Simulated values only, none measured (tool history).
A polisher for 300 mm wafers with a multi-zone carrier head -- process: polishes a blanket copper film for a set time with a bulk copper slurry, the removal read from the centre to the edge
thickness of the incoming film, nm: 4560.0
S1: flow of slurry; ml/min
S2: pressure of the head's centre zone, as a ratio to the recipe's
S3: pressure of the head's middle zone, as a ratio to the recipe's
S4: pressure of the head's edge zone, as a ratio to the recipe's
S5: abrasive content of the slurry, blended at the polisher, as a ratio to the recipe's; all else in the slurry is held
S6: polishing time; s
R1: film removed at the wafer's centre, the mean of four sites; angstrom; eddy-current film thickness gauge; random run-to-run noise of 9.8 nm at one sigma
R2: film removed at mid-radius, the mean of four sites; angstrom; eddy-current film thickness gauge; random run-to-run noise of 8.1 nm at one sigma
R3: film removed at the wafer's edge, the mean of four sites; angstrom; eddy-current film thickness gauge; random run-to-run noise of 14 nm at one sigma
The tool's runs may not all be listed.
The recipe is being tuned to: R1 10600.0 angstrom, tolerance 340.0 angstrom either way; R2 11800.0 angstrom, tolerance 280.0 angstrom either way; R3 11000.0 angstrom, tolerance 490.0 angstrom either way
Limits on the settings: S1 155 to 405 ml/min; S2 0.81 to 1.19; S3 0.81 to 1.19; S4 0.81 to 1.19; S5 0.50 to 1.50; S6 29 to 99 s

{"run": 1, "day": 0.0, "S1": 260, "S2": 1.0, "S3": 1.0, "S4": 1.0, "S5": 1.0, "S6": 64, "R1": 9513.3, "R2": 9371.9, "R3": 9406.9}
{"run": 2, "day": 0.375, "S1": 235, "S2": 1.0, "S3": 1.0, "S4": 1.0, "S5": 1.0, "S6": 64, "R1": 9481.3, "R2": 9036.3, "R3": 9313.4}
{"run": 3, "day": 0.617, "S1": 235, "S2": 1.0, "S3": 1.0, "S4": 1.0, "S5": 1.0, "S6": 54, "R1": 8055.3, "R2": 7756.7, "R3": 7915.3}
{"run": 4, "day": 0.846, "S1": 235, "S2": 1.0, "S3": 1.0, "S4": 1.06, "S5": 1.0, "S6": 54, "R1": 8045.5, "R2": 7784.0, "R3": 8053.0}
{"run": 5, "day": 1.112, "S1": 255, "S2": 1.0, "S3": 1.04, "S4": 1.09, "S5": 1.15, "S6": 57, "R1": 8804.4, "R2": 8671.1, "R3": 8915.2}
{"run": 6, "day": 1.467, "S1": 255, "S2": 1.0, "S3": 1.04, "S4": 1.09, "S5": 0.95, "S6": 57, "R1": 8349.1, "R2": 8275.0, "R3": 8602.8}
{"run": 7, "day": 1.758, "S1": 280, "S2": 1.0, "S3": 1.09, "S4": 1.1, "S5": 1.15, "S6": 59, "R1": 9185.5, "R2": 9174.5, "R3": 9602.4}
{"run": 8, "day": 2.004, "S1": 275, "S2": 0.98, "S3": 1.12, "S4": 1.03, "S5": 1.25, "S6": 62, "R1": 9545.5, "R2": 10033.0, "R3": 9563.7}
{"run": 9, "day": 2.071, "S1": 290, "S2": 0.97, "S3": 1.14, "S4": 1.04, "S5": 1.35, "S6": 63, "R1": 9869.6, "R2": 10494.0, "R3": 10409.0}
{"run": 10, "day": 2.429, "S1": 295, "S2": 0.97, "S3": 1.16, "S4": 1.02, "S5": 1.4, "S6": 64, "R1": 10221.0, "R2": 10894.0, "R3": 10321.0}
{"run": 11, "day": 2.767, "S1": 300, "S2": 0.96, "S3": 1.17, "S4": 1.02, "S5": 1.45, "S6": 65, "R1": 10339.0, "R2": 11283.0, "R3": 10512.0}
{"run": 12, "day": 2.912, "S1": 310, "S2": 0.96, "S3": 1.18, "S4": 1.02, "S5": 1.45, "S6": 65, "R1": 10358.0, "R2": 11379.0, "R3": 10650.0}
{"run": 13, "day": 3.262, "S1": 315, "S2": 0.96, "S3": 1.18, "S4": 1.02, "S5": 1.45, "S6": 65, "R1": 10461.0, "R2": 11240.0, "R3": 10577.0}

Consider the 4 candidate settings below. Which is the only one whose results all fall within their allowed miss of target?
{"run": "A", "day": 3.612, "S1": 295, "S2": 1.0, "S3": 1.17, "S4": 1.11, "S5": 1.5, "S6": 64, "R1": "?", "R2": "?", "R3": "?"}
{"run": "B", "day": 3.612, "S1": 335, "S2": 0.95, "S3": 1.19, "S4": 0.97, "S5": 1.4, "S6": 63, "R1": "?", "R2": "?", "R3": "?"}
{"run": "C", "day": 3.612, "S1": 360, "S2": 0.91, "S3": 1.1, "S4": 0.95, "S5": 1.5, "S6": 69, "R1": "?", "R2": "?", "R3": "?"}
{"run": "D", "day": 3.612, "S1": 335, "S2": 0.83, "S3": 0.93, "S4": 1.15, "S5": 1.5, "S6": 72, "R1": "?", "R2": "?", "R3": "?"}

move=A R1=10657.0 R2=11170.0 R3=11266.0
move=B R1=9913.4 R2=11038.0 R3=10290.0
move=C R1=10622.0 R2=11832.0 R3=11394.0
move=D R1=10035.0 R2=11261.0 R3=13030.0
A: the biggest miss grows against the last run
B: the biggest miss grows against the last run
C: hits every target within its allowed miss
D: the biggest miss grows against the last run
Move C is the one to make.
